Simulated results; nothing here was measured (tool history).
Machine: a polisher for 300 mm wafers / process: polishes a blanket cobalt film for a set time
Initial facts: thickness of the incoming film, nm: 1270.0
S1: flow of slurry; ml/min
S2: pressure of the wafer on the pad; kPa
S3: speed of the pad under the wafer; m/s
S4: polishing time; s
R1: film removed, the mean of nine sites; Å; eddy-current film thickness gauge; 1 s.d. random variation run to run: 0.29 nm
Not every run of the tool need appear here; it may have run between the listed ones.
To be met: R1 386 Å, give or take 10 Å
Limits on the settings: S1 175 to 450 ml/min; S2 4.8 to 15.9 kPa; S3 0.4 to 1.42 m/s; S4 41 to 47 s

| run | day | S1 | S2 | S3 | S4 | R1 |
|---|---|---|---|---|---|---|
| 1 | 0 | 290 | 10.3 | 0.9 | 47 | 1284.9 |
| 2 | 0.083 | 255 | 10.3 | 0.9 | 47 | 1254.4 |
| 3 | 0.404 | 250 | 9 | 0.8 | 46 | 956.76 |
| 4 | 0.617 | 250 | 9 | 0.92 | 46 | 1093.5 |
| 5 | 0.938 | 245 | 8.3 | 0.82 | 46 | 903.86 |
| 6 | 1.083 | 245 | 10.3 | 0.82 | 46 | 1145.1 |
| 7 | 1.392 | 245 | 9 | 0.74 | 46 | 886.27 |
|  | 1.725 | worn pad replaced by a new one |
| 8 | 1.725 | 240 | 6.2 | 0.48 | 45 | 430.62 |

Which of these 5 next moves meets every target?
| A | 2.058 | 295 | 4.8 | 0.56 | 47 | ? |
| B | 2.058 | 235 | 4.8 | 0.54 | 43 | ? |
| C | 2.058 | 300 | 5.5 | 0.56 | 41 | ? |
| D | 2.058 | 195 | 6.9 | 0.44 | 41 | ? |
| E | 2.058 | 225 | 4.8 | 0.66 | 46 | ? |

| move | R1 |
|---|---|
| A | 412.8 |
| B | 356.78 |
| C | 408.95 |
| D | 384.4 |
| E | 460.12 |
A: closes in on the targets versus the last run, not all within tolerance yet
B: the result that was furthest off in the last run now lies on the other side of its target
C: closes in on the targets versus the last run, not all within tolerance yet
D: all results in spec
E: moves away from the targets compared with the last run
Go with D: it meets all targets.

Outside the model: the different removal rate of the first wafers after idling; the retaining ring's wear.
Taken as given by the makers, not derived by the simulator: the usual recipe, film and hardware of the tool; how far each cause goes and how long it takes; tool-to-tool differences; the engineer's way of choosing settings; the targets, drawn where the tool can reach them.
